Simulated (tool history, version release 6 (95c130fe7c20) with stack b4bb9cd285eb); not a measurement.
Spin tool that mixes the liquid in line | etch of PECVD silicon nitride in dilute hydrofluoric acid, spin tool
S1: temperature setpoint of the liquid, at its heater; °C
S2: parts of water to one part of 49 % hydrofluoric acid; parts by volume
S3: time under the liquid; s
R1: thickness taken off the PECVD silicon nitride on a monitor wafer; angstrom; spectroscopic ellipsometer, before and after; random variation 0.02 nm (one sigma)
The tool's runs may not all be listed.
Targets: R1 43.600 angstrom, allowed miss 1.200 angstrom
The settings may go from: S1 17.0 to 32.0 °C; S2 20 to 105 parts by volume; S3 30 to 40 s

run,hour,S1,S2,S3,R1
1,0.0,24.0,55,40,17.530
2,6.9,26.0,50,40,21.946
3,15.0,27.5,45,40,26.984
4,19.6,27.5,45,40,26.951
5,25.5,27.5,45,30,20.037
6,26.8,28.5,40,30,24.273
7,33.3,29.5,35,30,29.243
8,42.1,30.0,30,30,35.225
9,44.1,32.0,25,30,48.371
10,46.6,31.5,25,30,46.545

Which of these 4 next moves meets every target?
A,49.1,32.0,30,30,?
B,49.1,28.0,25,35,?
C,49.1,29.5,25,30,?
D,49.1,32.0,35,35,?

move,R1
A,39.978
B,42.855
C,40.560
D,40.107
A: takes the result that was furthest off past its target
B: meets every target
C: takes the result that was furthest off past its target
D: takes the result that was furthest off past its target
Move B is the one to make.
